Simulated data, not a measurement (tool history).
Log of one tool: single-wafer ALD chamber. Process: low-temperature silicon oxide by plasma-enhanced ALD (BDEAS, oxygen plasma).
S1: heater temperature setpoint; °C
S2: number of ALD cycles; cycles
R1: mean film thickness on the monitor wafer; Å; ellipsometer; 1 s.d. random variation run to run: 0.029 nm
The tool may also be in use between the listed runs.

{"run": 1, "day": 0.0, "S1": 95, "S2": 47, "R1": 73.01}
{"run": 2, "day": 0.104, "S1": 92, "S2": 50, "R1": 78.764}
{"run": 3, "day": 0.238, "S1": 89, "S2": 52, "R1": 82.632}
{"run": 4, "day": 0.558, "S1": 89, "S2": 55, "R1": 87.01}
{"run": 5, "day": 0.746, "S1": 87, "S2": 56, "R1": 88.769}
{"run": 6, "day": 1.008, "S1": 87, "S2": 52, "R1": 82.914}
{"run": 7, "day": 1.171, "S1": 85, "S2": 53, "R1": 84.6}

What will run 8 give?
{"run": 8, "day": 1.55, "S1": 84, "S2": 54, "R1": "?"}

R1: 86.864 Å

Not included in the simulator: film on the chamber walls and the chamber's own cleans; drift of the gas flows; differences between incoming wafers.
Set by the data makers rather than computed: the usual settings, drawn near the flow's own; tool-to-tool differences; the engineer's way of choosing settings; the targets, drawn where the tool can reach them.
